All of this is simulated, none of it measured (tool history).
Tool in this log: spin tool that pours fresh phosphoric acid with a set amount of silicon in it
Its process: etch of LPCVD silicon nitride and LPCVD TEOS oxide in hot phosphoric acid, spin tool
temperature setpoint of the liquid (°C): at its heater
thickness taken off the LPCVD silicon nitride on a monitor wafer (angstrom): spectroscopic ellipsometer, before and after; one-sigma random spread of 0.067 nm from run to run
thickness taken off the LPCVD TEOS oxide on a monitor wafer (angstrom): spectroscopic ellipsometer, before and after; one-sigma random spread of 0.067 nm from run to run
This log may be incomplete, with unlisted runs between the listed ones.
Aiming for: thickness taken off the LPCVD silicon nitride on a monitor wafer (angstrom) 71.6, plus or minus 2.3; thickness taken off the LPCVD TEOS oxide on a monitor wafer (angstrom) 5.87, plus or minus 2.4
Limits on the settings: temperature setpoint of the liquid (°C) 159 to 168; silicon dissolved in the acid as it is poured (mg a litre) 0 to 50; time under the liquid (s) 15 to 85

run,hour,temperature setpoint of the liquid (°C),silicon dissolved in the acid as it is poured (mg a litre),time under the liquid (s),thickness taken off the LPCVD silicon nitride on a monitor wafer (angstrom),thickness taken off the LPCVD TEOS oxide on a monitor wafer (angstrom)
1,0,164,25,45,41.059,1.6204
2,0.7,164.5,21,50,47.299,2.5209
3,8.9,164.5,21,35,32.916,1.614
4,11.6,164.5,21,50,46.898,2.3981
# hour 18.7: heated supply line repaired
5,18.7,165,19.5,55,57.488,3.6786
6,20,166,19.5,55,59.26,3.8435
7,28.9,166,19.5,55,58.972,3.9015
8,35.8,166.5,19,55,61.204,4.7983
9,43.9,167,20,55,61.698,4.1084
10,49.7,167.5,13,60,68.597,5.2172

Which of these 4 next moves meets every target?
A,55.5,167,12.5,60,?,?
B,55.5,165.5,22,60,?,?
C,55.5,164,22.5,65,?,?
D,55.5,166,9.5,65,?,?

move,thickness taken off the LPCVD silicon nitride on a monitor wafer (angstrom),thickness taken off the LPCVD TEOS oxide on a monitor wafer (angstrom)
A,68.449,4.2967
B,65.179,2.9947
C,67.214,2.8659
D,71.775,4.6375
A: roughly where the last run was
B: misses by more than the last run did
C: misses by more than the last run did
D: meets every target
So the answer is move D, the one that meets all the targets.
